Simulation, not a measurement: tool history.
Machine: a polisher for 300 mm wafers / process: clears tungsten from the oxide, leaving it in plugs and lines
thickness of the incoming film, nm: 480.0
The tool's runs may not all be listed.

run	hour	flow of slurry (ml/min)	pressure of the wafer on the pad (psi)	speed of the pad under the wafer (m/s)	abrasive content of the slurry	overpolish time after the end point (s)	time until the end point was called (s)
1	0.0	225	4.1	0.86	1.00	3	125.20
2	2.2	225	4.1	0.86	0.85	3	131.02
3	6.8	225	4.7	0.86	0.85	3	119.70
4	10.5	225	4.7	0.86	0.85	3	114.13
5	15.4	270	4.7	0.86	0.85	3	112.82
6	19.4	325	4.7	0.86	0.85	3	112.04

What will run 7 give?
7	20.6	325	4.4	0.84	0.85	3	?

time until the end point was called (s): 121.33

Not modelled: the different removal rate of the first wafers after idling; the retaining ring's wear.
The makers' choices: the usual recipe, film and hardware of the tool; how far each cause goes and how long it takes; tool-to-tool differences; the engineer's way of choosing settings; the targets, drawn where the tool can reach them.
